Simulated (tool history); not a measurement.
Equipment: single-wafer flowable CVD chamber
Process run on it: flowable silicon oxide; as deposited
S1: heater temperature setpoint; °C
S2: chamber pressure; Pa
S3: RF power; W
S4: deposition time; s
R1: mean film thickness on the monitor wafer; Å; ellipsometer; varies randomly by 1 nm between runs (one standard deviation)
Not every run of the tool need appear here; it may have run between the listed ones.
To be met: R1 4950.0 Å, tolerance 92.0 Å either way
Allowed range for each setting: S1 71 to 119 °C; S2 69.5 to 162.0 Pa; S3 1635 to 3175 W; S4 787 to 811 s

run  hour   S1     S2    S3   S4      R1
  1   0.0   95  115.7  2405  787  6439.8
  2   7.9   87  115.7  2405  787  8687.8
  3  10.4   87  115.7  2405  787  8651.1
  4  12.1   87  104.4  2405  787  7790.6
  5  15.4   91  104.3  2405  787  6819.3
  6  18.6   91  104.3  2660  787  6921.4
  7  21.6  103  104.0  2660  787  4392.6
  8  25.5  102  104.0  2660  787  4552.5
  9  28.4   99  104.0  2660  787  5113.2

Consider the 4 candidate settings below. Which is the only one whose results all fall within their allowed miss of target?
  A  31.3   98   99.5  2670  789   ?
  B  31.3  100  114.0  2830  792   ?
  C  31.3   97  102.9  2105  805   ?
  D  31.3  103  114.0  2795  803   ?

move      R1
   A  5073.7
   B  5431.2
   C  5307.3
   D  4898.8
A: closer than the last run, but not yet in spec
B: its largest miss is bigger than the last run's
C: its largest miss is bigger than the last run's
D: in spec on every target
D is the move that brings every result within its allowed miss.
